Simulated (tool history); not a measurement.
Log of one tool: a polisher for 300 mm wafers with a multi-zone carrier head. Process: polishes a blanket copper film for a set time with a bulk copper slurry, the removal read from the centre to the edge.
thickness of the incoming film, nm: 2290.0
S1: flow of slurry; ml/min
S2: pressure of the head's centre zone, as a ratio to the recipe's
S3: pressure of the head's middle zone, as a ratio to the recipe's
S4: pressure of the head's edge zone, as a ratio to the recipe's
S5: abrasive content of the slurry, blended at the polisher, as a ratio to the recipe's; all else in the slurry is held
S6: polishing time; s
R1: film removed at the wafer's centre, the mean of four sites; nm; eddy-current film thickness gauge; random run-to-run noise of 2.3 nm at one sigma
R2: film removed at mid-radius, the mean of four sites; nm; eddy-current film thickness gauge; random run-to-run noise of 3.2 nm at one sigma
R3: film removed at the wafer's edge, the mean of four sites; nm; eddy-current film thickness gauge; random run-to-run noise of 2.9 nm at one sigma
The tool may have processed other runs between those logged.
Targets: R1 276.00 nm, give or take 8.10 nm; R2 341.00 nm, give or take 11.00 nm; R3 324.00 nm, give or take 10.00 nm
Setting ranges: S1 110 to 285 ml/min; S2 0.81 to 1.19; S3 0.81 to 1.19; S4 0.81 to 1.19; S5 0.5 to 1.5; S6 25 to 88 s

run 1 hour=0.0 | S1=180 S2=1.00 S3=1.00 S4=1.00 S5=1.0 S6=56 | R1=278.89 R2=294.15 R3=296.11
run 2 hour=2.3 | S1=190 S2=0.99 S3=1.02 S4=1.02 S5=1.0 S6=56 | R1=281.73 R2=303.07 R3=300.95
run 3 hour=5.9 | S1=195 S2=0.97 S3=1.04 S4=1.04 S5=1.0 S6=56 | R1=277.44 R2=307.36 R3=301.87
run 4 hour=14.7 | S1=195 S2=0.97 S3=0.97 S4=1.04 S5=1.0 S6=56 | R1=277.53 R2=289.30 R3=300.49
run 5 hour=18.7 | S1=240 S2=0.97 S3=0.97 S4=1.04 S5=1.0 S6=56 | R1=282.99 R2=297.55 R3=305.14
run 6 hour=25.4 | S1=240 S2=0.97 S3=0.97 S4=1.04 S5=1.0 S6=63 | R1=318.13 R2=331.25 R3=350.00
run 7 hour=34.1 | S1=235 S2=0.95 S3=0.98 S4=1.02 S5=1.0 S6=63 | R1=310.08 R2=330.36 R3=350.97
run 8 hour=35.9 | S1=235 S2=0.95 S3=0.98 S4=1.02 S5=1.0 S6=63 | R1=314.98 R2=333.46 R3=344.10
run 9 hour=44.7 | S1=230 S2=0.92 S3=0.99 S4=1.01 S5=1.0 S6=63 | R1=304.66 R2=340.99 R3=340.43
run 10 hour=51.5 | S1=230 S2=0.92 S3=0.99 S4=1.01 S5=1.0 S6=63 | R1=302.29 R2=337.45 R3=344.57
run 11 hour=55.8 | S1=225 S2=0.91 S3=1.00 S4=0.99 S5=1.0 S6=63 | R1=294.97 R2=340.51 R3=339.75
run 12 hour=62.7 | S1=220 S2=0.90 S3=1.00 S4=0.98 S5=1.0 S6=63 | R1=294.71 R2=337.82 R3=334.87
run 13 hour=67.4 | S1=215 S2=0.89 S3=1.00 S4=0.97 S5=1.0 S6=63 | R1=287.85 R2=337.07 R3=331.55
run 14 hour=73.5 | S1=215 S2=0.88 S3=1.00 S4=0.97 S5=1.0 S6=63 | R1=286.31 R2=338.58 R3=333.42
run 15 hour=79.4 | S1=215 S2=0.88 S3=1.00 S4=0.96 S5=1.0 S6=63 | R1=283.82 R2=338.75 R3=332.09

Consider the 4 candidate settings below. Which is the only one whose results all fall within their allowed miss of target?
run A hour=85.3 | S1=225 S2=0.94 S3=1.12 S4=0.96 S5=0.9 S6=62 | R1=? R2=? R3=?
run B hour=85.3 | S1=210 S2=0.86 S3=0.91 S4=1.00 S5=1.0 S6=67 | R1=? R2=? R3=?
run C hour=85.3 | S1=215 S2=0.83 S3=0.94 S4=0.81 S5=1.1 S6=68 | R1=? R2=? R3=?
run D hour=85.3 | S1=195 S2=0.84 S3=1.00 S4=0.90 S5=1.2 S6=62 | R1=? R2=? R3=?

move=A R1=294.92 R2=361.50 R3=322.48
move=B R1=294.03 R2=331.75 R3=360.12
move=C R1=294.83 R2=354.16 R3=345.59
move=D R1=272.68 R2=341.26 R3=329.33
A: lands further from the targets than the last run did
B: lands further from the targets than the last run did
C: lands further from the targets than the last run did
D: meets every target
The move that meets every target is D.
